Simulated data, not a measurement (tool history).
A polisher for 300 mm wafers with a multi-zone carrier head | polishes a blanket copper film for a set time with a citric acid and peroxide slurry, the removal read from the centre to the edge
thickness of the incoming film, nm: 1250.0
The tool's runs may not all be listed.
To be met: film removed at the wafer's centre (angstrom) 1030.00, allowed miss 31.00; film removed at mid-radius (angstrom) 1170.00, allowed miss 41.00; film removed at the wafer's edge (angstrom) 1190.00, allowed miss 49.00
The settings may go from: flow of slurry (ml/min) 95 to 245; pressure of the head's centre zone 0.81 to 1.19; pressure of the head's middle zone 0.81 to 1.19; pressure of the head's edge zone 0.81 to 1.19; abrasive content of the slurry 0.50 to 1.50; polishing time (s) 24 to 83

run	hour	flow of slurry (ml/min)	pressure of the head's centre zone	pressure of the head's middle zone	pressure of the head's edge zone	abrasive content of the slurry	polishing time (s)	film removed at the wafer's centre (angstrom)	film removed at mid-radius (angstrom)	film removed at the wafer's edge (angstrom)
1	0.0	155	1.00	1.00	1.00	1.00	53	958.13	935.25	934.48
2	5.9	155	1.00	1.00	1.00	0.90	53	916.63	907.58	916.87
3	10.3	160	0.99	1.01	1.02	0.95	54	952.46	965.82	941.35
4	11.8	155	0.97	1.00	1.03	1.00	55	971.44	965.54	994.51
5	17.5	155	0.97	1.00	1.08	1.00	55	950.88	981.33	1033.50
6	19.6	155	1.03	1.00	1.08	1.00	55	1018.10	972.25	1026.30
7	28.6	160	1.02	1.01	1.09	1.00	55	1034.70	985.68	1034.10
8	33.9	160	1.01	1.02	1.10	1.05	55	1006.00	1016.60	1055.50
9	40.6	165	1.01	1.03	1.11	1.05	55	1043.00	1010.70	1051.10
10	43.2	160	1.00	1.04	1.12	1.10	55	1027.00	1042.50	1074.50
11	46.3	160	0.99	1.05	1.13	1.15	55	1029.10	1051.20	1111.80
12	48.5	160	0.98	1.06	1.13	1.15	55	1015.70	1053.70	1083.00

4 next moves are on the table. One of them brings every result within its allowed miss. Which?
A	50.7	170	0.97	1.04	1.16	1.25	54	?	?	?
B	50.7	170	0.93	1.09	1.18	1.10	59	?	?	?
C	50.7	140	0.92	0.89	1.14	1.30	57	?	?	?
D	50.7	180	0.97	1.11	1.04	1.05	56	?	?	?

move	film removed at the wafer's centre (angstrom)	film removed at mid-radius (angstrom)	film removed at the wafer's edge (angstrom)
A	1025.80	1051.50	1115.90
B	1042.40	1158.00	1190.30
C	992.41	945.28	1147.60
D	1030.20	1114.60	1054.80
A: as far off as the last run
B: meets every target
C: further off than the last run
D: as far off as the last run
Answer: B
